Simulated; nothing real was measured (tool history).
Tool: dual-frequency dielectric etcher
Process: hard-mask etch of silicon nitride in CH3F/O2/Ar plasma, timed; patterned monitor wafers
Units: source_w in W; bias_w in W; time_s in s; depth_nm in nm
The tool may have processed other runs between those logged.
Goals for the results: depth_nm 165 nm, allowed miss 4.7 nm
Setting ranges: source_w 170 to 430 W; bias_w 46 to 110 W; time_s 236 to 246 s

{"run": 1, "day": 0.0, "source_w": 300, "bias_w": 78, "time_s": 236, "depth_nm": 145.08}
{"run": 2, "day": 0.133, "source_w": 310, "bias_w": 79, "time_s": 236, "depth_nm": 145.29}
{"run": 3, "day": 0.379, "source_w": 320, "bias_w": 80, "time_s": 236.5, "depth_nm": 149.19}
{"run": 4, "day": 0.442, "source_w": 330, "bias_w": 81, "time_s": 236.5, "depth_nm": 150.06}
{"run": 5, "day": 0.583, "source_w": 330, "bias_w": 81, "time_s": 246, "depth_nm": 155.85}
{"run": 6, "day": 0.892, "source_w": 330, "bias_w": 82, "time_s": 246, "depth_nm": 158.07}
{"run": 7, "day": 1.138, "source_w": 330, "bias_w": 82, "time_s": 246, "depth_nm": 157.99}
{"run": 8, "day": 1.317, "source_w": 330, "bias_w": 83, "time_s": 246, "depth_nm": 157.96}

Which single option among these 4 for the next run brings every result within its allowed miss of target? Just one does.
{"run": "A", "day": 1.496, "source_w": 370, "bias_w": 72, "time_s": 241.5, "depth_nm": "?"}
{"run": "B", "day": 1.496, "source_w": 320, "bias_w": 81, "time_s": 244.5, "depth_nm": "?"}
{"run": "C", "day": 1.496, "source_w": 280, "bias_w": 86, "time_s": 238, "depth_nm": "?"}
{"run": "D", "day": 1.496, "source_w": 360, "bias_w": 92, "time_s": 242, "depth_nm": "?"}

move=A depth_nm=150.73
move=B depth_nm=154.44
move=C depth_nm=149.81
move=D depth_nm=163.77
A: moves away from the targets compared with the last run
B: moves away from the targets compared with the last run
C: moves away from the targets compared with the last run
D: every result lands within tolerance
The move that meets every target is D.

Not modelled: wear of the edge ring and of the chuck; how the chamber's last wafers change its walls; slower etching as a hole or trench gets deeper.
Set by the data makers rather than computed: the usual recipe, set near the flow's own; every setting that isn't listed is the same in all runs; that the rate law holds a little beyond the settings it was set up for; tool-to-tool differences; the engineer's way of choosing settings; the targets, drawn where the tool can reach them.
